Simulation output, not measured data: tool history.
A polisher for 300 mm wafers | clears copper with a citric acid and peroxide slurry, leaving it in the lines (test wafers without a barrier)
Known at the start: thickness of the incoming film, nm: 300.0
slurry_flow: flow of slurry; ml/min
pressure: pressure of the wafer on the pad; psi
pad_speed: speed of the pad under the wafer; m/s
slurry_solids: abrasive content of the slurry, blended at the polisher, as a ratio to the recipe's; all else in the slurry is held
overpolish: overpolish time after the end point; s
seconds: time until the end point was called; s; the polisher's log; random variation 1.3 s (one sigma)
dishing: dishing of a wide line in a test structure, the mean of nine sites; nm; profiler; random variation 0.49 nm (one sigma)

run	hour	slurry_flow	pressure	pad_speed	slurry_solids	overpolish	seconds	dishing
1	0	285	2.7	1.04	1	24	136.46	33.605
2	7.2	285	2.8	1.04	1	25	133.13	35.262
3	8.2	285	2.8	1.04	0.9	25	135.17	35.382
4	14.5	285	2.8	1.04	0.9	34	135.48	43.388
5	21.2	285	2.4	1.04	0.9	34	157.68	39.768
6	25.7	285	2.6	1.04	0.9	33	147.45	41.013

Run 7 comes next. What will it give?
7	30.9	290	2.7	1.04	0.9	32	?	?

{"run 7": {"seconds": 141.35, "dishing": 40.74}}

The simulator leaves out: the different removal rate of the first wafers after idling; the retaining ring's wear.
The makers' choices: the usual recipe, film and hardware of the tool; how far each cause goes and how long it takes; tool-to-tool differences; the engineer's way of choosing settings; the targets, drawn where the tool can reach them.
